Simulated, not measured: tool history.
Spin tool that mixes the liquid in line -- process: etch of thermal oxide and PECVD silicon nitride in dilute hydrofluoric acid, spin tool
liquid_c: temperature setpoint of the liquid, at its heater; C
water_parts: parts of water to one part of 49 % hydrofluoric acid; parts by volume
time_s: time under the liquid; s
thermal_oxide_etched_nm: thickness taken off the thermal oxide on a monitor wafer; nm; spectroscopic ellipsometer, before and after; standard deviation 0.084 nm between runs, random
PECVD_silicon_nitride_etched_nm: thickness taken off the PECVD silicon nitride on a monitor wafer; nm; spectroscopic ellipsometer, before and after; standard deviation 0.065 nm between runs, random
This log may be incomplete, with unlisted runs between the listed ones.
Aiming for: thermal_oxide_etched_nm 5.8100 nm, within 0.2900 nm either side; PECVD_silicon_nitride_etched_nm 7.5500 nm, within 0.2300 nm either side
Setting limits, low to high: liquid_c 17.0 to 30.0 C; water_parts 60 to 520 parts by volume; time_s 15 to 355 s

run,hour,liquid_c,water_parts,time_s,thermal_oxide_etched_nm,PECVD_silicon_nitride_etched_nm
1,0.0,22.0,290,180,2.3448,3.0832
2,6.2,23.0,265,180,2.7524,3.6346
3,11.0,23.0,170,180,4.5843,5.6125
4,11.8,23.0,170,235,6.1746,7.2234
5,19.1,23.0,125,235,8.8031,9.8362
6,22.7,21.5,125,235,8.3469,8.8153
7,24.2,22.0,135,235,7.6484,8.5517
8,26.5,22.5,145,235,7.3157,8.2391
9,27.7,23.0,155,235,6.8795,8.0499
10,28.7,23.5,160,235,6.7897,7.9561
11,35.1,24.0,165,235,6.6664,7.9276
12,42.2,25.5,230,250,4.8521,6.6371
13,51.2,25.5,225,250,5.1248,6.8242
14,58.3,25.5,220,250,5.1815,7.0184
15,63.7,25.5,175,240,6.6830,8.5647
16,64.7,25.5,180,240,6.4987,8.2268
17,69.6,25.5,185,240,6.0196,7.9554
18,77.0,24.5,190,240,5.7802,7.2678

Below are 4 possible settings for the next run. Only one of them brings all results inside the allowed miss of their targets. Which is it?
A,84.4,25.5,190,235,?,?
B,84.4,24.0,235,295,?,?
C,84.4,21.0,195,295,?,?
D,84.4,25.0,200,235,?,?

move,thermal_oxide_etched_nm,PECVD_silicon_nitride_etched_nm
A,5.9423,7.6130
B,5.4402,7.0441
C,6.1082,6.9880
D,5.4815,7.0108
A: hits every target within its allowed miss
B: further off than the last run
C: further off than the last run
D: further off than the last run
Correct choice: A, which meets every target

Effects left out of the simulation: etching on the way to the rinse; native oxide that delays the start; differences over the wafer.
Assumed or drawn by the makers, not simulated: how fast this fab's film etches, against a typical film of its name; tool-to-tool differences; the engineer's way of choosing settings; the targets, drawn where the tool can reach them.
